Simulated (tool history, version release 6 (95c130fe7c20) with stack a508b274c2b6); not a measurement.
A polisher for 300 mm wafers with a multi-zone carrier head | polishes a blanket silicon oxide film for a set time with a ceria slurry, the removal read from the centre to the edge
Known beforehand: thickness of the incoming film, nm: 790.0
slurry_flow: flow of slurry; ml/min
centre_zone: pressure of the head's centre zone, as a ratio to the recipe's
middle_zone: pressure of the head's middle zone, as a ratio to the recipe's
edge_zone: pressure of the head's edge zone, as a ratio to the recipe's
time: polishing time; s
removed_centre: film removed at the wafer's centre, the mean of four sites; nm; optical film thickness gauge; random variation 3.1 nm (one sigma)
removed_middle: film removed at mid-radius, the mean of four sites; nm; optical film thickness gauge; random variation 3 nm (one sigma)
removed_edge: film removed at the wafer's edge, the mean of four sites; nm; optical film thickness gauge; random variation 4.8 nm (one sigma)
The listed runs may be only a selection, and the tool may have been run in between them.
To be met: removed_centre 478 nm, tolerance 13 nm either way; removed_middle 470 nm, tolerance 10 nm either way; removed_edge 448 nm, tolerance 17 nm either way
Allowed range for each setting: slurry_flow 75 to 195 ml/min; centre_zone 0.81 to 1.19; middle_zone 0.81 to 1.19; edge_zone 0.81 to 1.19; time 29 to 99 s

| run | hour | slurry_flow | centre_zone | middle_zone | edge_zone | time | removed_centre | removed_middle | removed_edge |
|---|---|---|---|---|---|---|---|---|---|
| 1 | 0 | 125 | 1 | 1 | 1 | 64 | 277.48 | 266.93 | 270.21 |
| 2 | 5.7 | 135 | 1.02 | 1.03 | 1.03 | 68 | 301.28 | 292.12 | 289.28 |
| 3 | 7.7 | 135 | 1.02 | 1.03 | 1.03 | 82 | 366.24 | 353.59 | 355.39 |
| 4 | 9.6 | 135 | 1.02 | 1.03 | 1.07 | 82 | 362.69 | 356.81 | 370.88 |
| 5 | 12.5 | 135 | 1.02 | 1.03 | 1.07 | 90 | 401.77 | 388.16 | 392.64 |
| 6 | 19.9 | 135 | 1.02 | 1 | 1.07 | 90 | 403.83 | 375.36 | 395.18 |
| 7 | 27.4 | 145 | 1.03 | 1.02 | 1.07 | 90 | 403.88 | 393.59 | 393.09 |
| 8 | 35.8 | 145 | 1.05 | 1.04 | 1.08 | 91 | 420.25 | 403.37 | 405.94 |
| 9 | 41.7 | 150 | 1.07 | 1.06 | 1.09 | 92 | 435.65 | 416.98 | 412.97 |
| 10 | 44.1 | 150 | 1.07 | 1.06 | 1.09 | 92 | 439.7 | 418.02 | 403.14 |
| 11 | 45.2 | 155 | 1.07 | 1.07 | 1.1 | 93 | 440.81 | 424.27 | 415.39 |
| 12 | 52 | 155 | 1.07 | 1.07 | 1.1 | 93 | 440.48 | 428.26 | 421.62 |
| 13 | 56.3 | 160 | 1.08 | 1.08 | 1.11 | 94 | 454.28 | 435.44 | 417.39 |

Which single option among these 4 for the next run brings every result within its allowed miss of target? Just one does.
| A | 60.6 | 180 | 1.06 | 1.09 | 1.11 | 98 | ? | ? | ? |
| B | 60.6 | 195 | 1.11 | 0.98 | 1.16 | 90 | ? | ? | ? |
| C | 60.6 | 175 | 1.17 | 1.07 | 1.04 | 88 | ? | ? | ? |
| D | 60.6 | 160 | 1.17 | 1.07 | 0.91 | 89 | ? | ? | ? |

| move | removed_centre | removed_middle | removed_edge |
|---|---|---|---|
| A | 475.85 | 468.75 | 441.29 |
| B | 462.83 | 397.82 | 416.14 |
| C | 468.28 | 412.34 | 385.95 |
| D | 466.02 | 411.17 | 369.22 |
A: each result inside its tolerance
B: the biggest miss grows against the last run
C: the biggest miss grows against the last run
D: the biggest miss grows against the last run
The move that meets every target is A.
